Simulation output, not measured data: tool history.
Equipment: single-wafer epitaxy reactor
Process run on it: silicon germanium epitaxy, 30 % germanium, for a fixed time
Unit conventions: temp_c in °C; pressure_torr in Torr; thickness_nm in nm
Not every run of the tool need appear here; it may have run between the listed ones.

run	day	temp_c	pressure_torr	thickness_nm
1	0	595	20	54.433
2	0.179	596	20	55.259
3	0.517	596	18.8	54.031
4	0.821	586	18.8	46.148
5	1.121	591	18.8	50.401
6	1.162	599	18.8	56.62
7	1.275	600	18.8	57.688
8	1.454	601	18.8	59.203

What does the tool deliver on the next run?
9	1.688	602	18.8	?

Run 9 came out at thickness_nm 59.37 nm.
